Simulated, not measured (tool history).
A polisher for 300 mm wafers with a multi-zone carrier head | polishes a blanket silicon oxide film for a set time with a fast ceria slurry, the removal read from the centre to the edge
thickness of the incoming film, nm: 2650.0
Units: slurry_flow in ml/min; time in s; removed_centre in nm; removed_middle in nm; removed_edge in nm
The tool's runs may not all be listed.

run,hour,slurry_flow,centre_zone,middle_zone,edge_zone,time,removed_centre,removed_middle,removed_edge
1,0,165,1,1,1,39,1041.3,1030.2,981.23
2,1.8,165,1,0.96,1,39,1034.2,1004.7,1012.5
3,8.7,165,1,0.96,0.95,39,1023.8,1000.1,983.58
4,11.3,165,0.93,0.96,0.95,39,957.04,1001.8,975.19
5,14.3,160,0.94,0.97,0.92,34,830.69,869.81,841.02
6,22.9,160,0.87,0.97,0.92,34,782.89,879.26,845.36
7,24.4,160,0.9,0.98,0.89,31,739.35,793.09,756.98
8,25,155,0.91,0.99,0.87,29,689.5,759.22,708.13
9,29.2,155,0.91,0.99,0.87,29,700.85,757.71,698.05
10,32.6,145,0.92,0.98,0.85,28,669.86,721.46,667.08
11,33.4,135,0.93,0.97,0.84,28,663.84,715.33,658.06
# hour 38.5: edge zone pressure recalibrated
12,38.5,120,0.97,0.94,0.81,25,619.89,612,607.95

The next listed run, before its measurement:
13,46.5,125,0.97,0.96,0.81,25,?,?,?

Run 13 gave removed_centre 616.52 nm, removed_middle 618.23 nm, removed_edge 607.26 nm.

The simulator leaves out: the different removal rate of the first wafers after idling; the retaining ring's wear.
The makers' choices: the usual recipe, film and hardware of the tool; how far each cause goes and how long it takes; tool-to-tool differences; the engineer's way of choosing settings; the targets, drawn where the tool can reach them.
